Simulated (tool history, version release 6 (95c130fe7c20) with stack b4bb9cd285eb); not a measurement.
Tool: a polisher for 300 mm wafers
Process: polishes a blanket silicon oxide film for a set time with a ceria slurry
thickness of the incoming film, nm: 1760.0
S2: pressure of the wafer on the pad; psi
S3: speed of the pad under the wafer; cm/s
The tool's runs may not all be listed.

Run 1, hour 0.0: flow of slurry (ml/min) 315, S2 3.2 psi, S3 96 cm/s, polishing time (s) 43. Result: film removed (angstrom) 1990.3.
Run 2, hour 2.8: flow of slurry (ml/min) 315, S2 3.2 psi, S3 96 cm/s, polishing time (s) 43. Result: film removed (angstrom) 1987.8.
Run 3, hour 6.8: flow of slurry (ml/min) 315, S2 2.9 psi, S3 96 cm/s, polishing time (s) 43. Result: film removed (angstrom) 1802.2.
Run 4, hour 10.8: flow of slurry (ml/min) 315, S2 3.1 psi, S3 96 cm/s, polishing time (s) 43. Result: film removed (angstrom) 1905.0.
Run 5, hour 17.9: flow of slurry (ml/min) 315, S2 3.1 psi, S3 74 cm/s, polishing time (s) 43. Result: film removed (angstrom) 1520.9.
Run 6, hour 21.5: flow of slurry (ml/min) 315, S2 3.3 psi, S3 76 cm/s, polishing time (s) 43. Result: film removed (angstrom) 1658.8.

The next listed run, before its measurement:
Run 7, hour 23.5: flow of slurry (ml/min) 315, S2 3.5 psi, S3 76 cm/s, polishing time (s) 43. Result: film removed (angstrom) ?.

film removed (angstrom): 1756.5

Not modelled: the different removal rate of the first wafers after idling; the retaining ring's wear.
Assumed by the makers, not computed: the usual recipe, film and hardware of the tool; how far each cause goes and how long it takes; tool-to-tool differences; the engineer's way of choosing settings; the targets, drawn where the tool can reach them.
